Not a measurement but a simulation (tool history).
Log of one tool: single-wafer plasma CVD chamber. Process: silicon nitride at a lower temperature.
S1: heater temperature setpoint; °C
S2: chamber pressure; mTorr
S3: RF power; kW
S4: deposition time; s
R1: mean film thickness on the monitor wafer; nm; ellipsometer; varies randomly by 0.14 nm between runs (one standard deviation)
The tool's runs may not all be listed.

Run 1, day 0.000: S1 375 °C, S2 1460 mTorr, S3 0.285 kW, S4 28.1 s. Result: R1 30.245 nm.
Run 2, day 0.175: S1 375 °C, S2 1460 mTorr, S3 0.285 kW, S4 28.1 s. Result: R1 30.301 nm.
Run 3, day 0.354: S1 375 °C, S2 1460 mTorr, S3 0.325 kW, S4 28.1 s. Result: R1 34.126 nm.
Run 4, day 0.662: S1 367 °C, S2 1460 mTorr, S3 0.325 kW, S4 28.1 s. Result: R1 34.322 nm.
Run 5, day 0.708: S1 367 °C, S2 1280 mTorr, S3 0.305 kW, S4 28.1 s. Result: R1 30.809 nm.
Run 6, day 0.946: S1 367 °C, S2 1160 mTorr, S3 0.295 kW, S4 28.1 s. Result: R1 29.007 nm.
Run 7, day 1.167: S1 367 °C, S2 1160 mTorr, S3 0.295 kW, S4 28.1 s. Result: R1 29.285 nm.
Run 8, day 1.292: S1 367 °C, S2 1080 mTorr, S3 0.290 kW, S4 28.1 s. Result: R1 27.828 nm.

What does the tool deliver on the next run?
Run 9, day 1.338: S1 367 °C, S2 1020 mTorr, S3 0.290 kW, S4 28.1 s. Result: R1 ?.

Run 9 produced R1 26.913 nm.
